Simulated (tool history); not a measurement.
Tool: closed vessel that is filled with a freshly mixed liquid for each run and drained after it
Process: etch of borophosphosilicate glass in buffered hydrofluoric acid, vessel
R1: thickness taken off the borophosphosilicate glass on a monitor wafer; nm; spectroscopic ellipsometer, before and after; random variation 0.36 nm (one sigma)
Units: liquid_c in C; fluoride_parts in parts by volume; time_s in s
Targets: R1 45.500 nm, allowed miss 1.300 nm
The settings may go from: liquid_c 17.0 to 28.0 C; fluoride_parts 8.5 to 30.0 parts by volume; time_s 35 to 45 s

{"run": 1, "day": 0.0, "liquid_c": 20.0, "fluoride_parts": 23.5, "time_s": 45, "R1": 26.002}
{"run": 2, "day": 0.05, "liquid_c": 20.0, "fluoride_parts": 17.5, "time_s": 45, "R1": 33.095}
{"run": 3, "day": 0.167, "liquid_c": 20.0, "fluoride_parts": 11.5, "time_s": 45, "R1": 50.069}
{"run": 4, "day": 0.454, "liquid_c": 20.0, "fluoride_parts": 11.5, "time_s": 35, "R1": 39.481}
{"run": 5, "day": 0.479, "liquid_c": 20.0, "fluoride_parts": 17.0, "time_s": 35, "R1": 26.565}
{"run": 6, "day": 0.667, "liquid_c": 21.5, "fluoride_parts": 16.5, "time_s": 35, "R1": 29.814}
{"run": 7, "day": 0.846, "liquid_c": 22.0, "fluoride_parts": 15.0, "time_s": 35, "R1": 33.893}
{"run": 8, "day": 1.083, "liquid_c": 23.0, "fluoride_parts": 14.5, "time_s": 35, "R1": 36.094}
{"run": 9, "day": 1.25, "liquid_c": 23.5, "fluoride_parts": 14.0, "time_s": 35, "R1": 39.291}
{"run": 10, "day": 1.404, "liquid_c": 24.0, "fluoride_parts": 14.0, "time_s": 35, "R1": 40.56}
{"run": 11, "day": 1.729, "liquid_c": 24.5, "fluoride_parts": 14.0, "time_s": 35, "R1": 41.323}

5 next moves are on the table. One of them brings every result within its allowed miss. Which?
{"run": "A", "day": 2.054, "liquid_c": 24.0, "fluoride_parts": 17.5, "time_s": 45, "R1": "?"}
{"run": "B", "day": 2.054, "liquid_c": 24.0, "fluoride_parts": 18.0, "time_s": 40, "R1": "?"}
{"run": "C", "day": 2.054, "liquid_c": 27.0, "fluoride_parts": 26.5, "time_s": 45, "R1": "?"}
{"run": "D", "day": 2.054, "liquid_c": 28.0, "fluoride_parts": 15.5, "time_s": 35, "R1": "?"}
{"run": "E", "day": 2.054, "liquid_c": 23.5, "fluoride_parts": 17.5, "time_s": 40, "R1": "?"}

move=A R1=41.850
move=B R1=36.178
move=C R1=35.498
move=D R1=45.441
move=E R1=36.205
A: nearer than the last run, and not there yet
B: further off than the last run
C: further off than the last run
D: meets every target
E: further off than the last run
Move D is the one to make.

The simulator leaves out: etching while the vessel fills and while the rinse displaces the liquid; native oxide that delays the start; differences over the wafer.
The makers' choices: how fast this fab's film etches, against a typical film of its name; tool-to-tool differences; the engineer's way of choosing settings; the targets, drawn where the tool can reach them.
